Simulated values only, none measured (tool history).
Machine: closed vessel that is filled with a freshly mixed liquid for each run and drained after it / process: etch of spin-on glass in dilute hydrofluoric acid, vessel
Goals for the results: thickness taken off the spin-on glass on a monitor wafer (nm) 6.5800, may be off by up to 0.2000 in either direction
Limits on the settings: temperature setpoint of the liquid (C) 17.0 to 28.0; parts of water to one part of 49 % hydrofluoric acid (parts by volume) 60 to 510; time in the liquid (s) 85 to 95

run  hour  temperature setpoint of the liquid (C)  parts of water to one part of 49 % hydrofluoric acid (parts by volume)  time in the liquid (s)  thickness taken off the spin-on glass on a monitor wafer (nm)
  1   0.0                                    20.0                                                                     285                      85                                                        11.8120
  2   8.9                                    21.5                                                                     285                      85                                                        12.4610
  3  11.2                                    21.5                                                                     285                      85                                                        12.2450
  4  13.3                                    21.5                                                                     285                      95                                                        13.7060
  5  16.1                                    19.0                                                                     285                      95                                                        12.6640
  6  18.0                                    19.0                                                                     300                      95                                                        11.9410
  7  19.7                                    19.0                                                                     315                      95                                                        11.1610
  8  22.5                                    17.0                                                                     425                      95                                                         6.9126
  9  27.7                                    17.0                                                                     435                      95                                                         6.8872

Next run, 4 choices. One meets every target within its allowed miss, the rest don't. Which?
  A  32.9                                    17.5                                                                     410                      95                                                              ?
  B  32.9                                    17.0                                                                     400                      90                                                              ?
  C  32.9                                    17.5                                                                     400                      90                                                              ?
  D  32.9                                    19.0                                                                     430                      85                                                              ?

move  thickness taken off the spin-on glass on a monitor wafer (nm)
   A                                                         7.5163
   B                                                         7.2247
   C                                                         7.3559
   D                                                         6.6544
A: the biggest miss grows against the last run
B: the biggest miss grows against the last run
C: the biggest miss grows against the last run
D: all results in spec
So the answer is move D, the one that meets all the targets.

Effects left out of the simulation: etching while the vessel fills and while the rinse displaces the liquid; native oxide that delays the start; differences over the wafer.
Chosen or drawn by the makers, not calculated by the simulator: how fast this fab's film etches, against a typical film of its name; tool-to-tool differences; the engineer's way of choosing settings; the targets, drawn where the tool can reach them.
